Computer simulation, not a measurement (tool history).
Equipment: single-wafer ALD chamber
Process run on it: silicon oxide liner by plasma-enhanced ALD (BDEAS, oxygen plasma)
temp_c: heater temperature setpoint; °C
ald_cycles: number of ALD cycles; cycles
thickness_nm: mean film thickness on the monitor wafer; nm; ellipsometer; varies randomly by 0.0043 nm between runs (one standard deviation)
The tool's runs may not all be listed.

run    day  temp_c  ald_cycles  thickness_nm
  1      0     315          27        2.1642
  2  0.333     321          27        2.1548
  3  0.517     321          25        1.9989
  4  0.821     314          25        2.0272
  5  1.033     314          28         2.258
  6  1.096     315          27        2.1749
  7  1.279     316          26        2.1003
  8  1.429     318          25        2.0061
  9  1.496     319          24        1.9142
 10  1.867     320          23         1.837
     2.204  -- thermocouple changed; heater temperature recalibrated
 11  2.204     321          23        1.8315
 12  2.358     322          23        1.8349
 13  2.604     325          19        1.4986

Run 14 is up next; what results do you expect?
 14  2.896     325          19             ?

thickness_nm: 1.4977 nm

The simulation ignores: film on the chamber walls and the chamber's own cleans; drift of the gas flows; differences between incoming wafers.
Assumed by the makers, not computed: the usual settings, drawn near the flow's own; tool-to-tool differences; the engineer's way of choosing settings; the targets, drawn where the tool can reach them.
